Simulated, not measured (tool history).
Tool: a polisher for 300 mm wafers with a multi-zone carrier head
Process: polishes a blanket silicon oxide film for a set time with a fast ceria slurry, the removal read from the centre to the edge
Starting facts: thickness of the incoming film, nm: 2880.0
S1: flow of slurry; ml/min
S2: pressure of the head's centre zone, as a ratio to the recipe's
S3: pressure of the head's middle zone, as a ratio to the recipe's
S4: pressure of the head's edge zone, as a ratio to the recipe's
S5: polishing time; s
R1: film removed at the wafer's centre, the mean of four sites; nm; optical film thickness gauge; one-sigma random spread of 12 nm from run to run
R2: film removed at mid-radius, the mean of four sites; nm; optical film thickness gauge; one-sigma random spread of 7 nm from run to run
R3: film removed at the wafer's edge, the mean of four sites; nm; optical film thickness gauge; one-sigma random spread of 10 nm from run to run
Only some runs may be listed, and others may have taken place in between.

run    day   S1    S2    S3    S4   S5      R1      R2      R3
  1      0  225     1     1     1   89  851.36  890.37  868.69
  2  0.325  225     1     1  1.06   89  856.72   884.8  898.89
  3  0.421  235  1.04  0.99   1.1   95  962.45  938.97  982.82
  4  0.654  245  1.07  0.98  1.13  100  1056.7  988.16  1069.1
  5  0.817  245  1.04  0.98  1.13  100  1006.8  1000.5  1060.9
  6  1.154  245  1.04  0.98  1.13  109  1098.1  1086.3  1150.1
  7  1.492  265  1.07  0.97  1.15  109  1133.4  1075.1  1183.8

Estimate the outcome of run 8 from the log above:
  8  1.792  265  1.1  0.98  1.16  109   ?   ?   ?

R1: 1183.1 nm
R2: 1084.2 nm
R3: 1196.2 nm
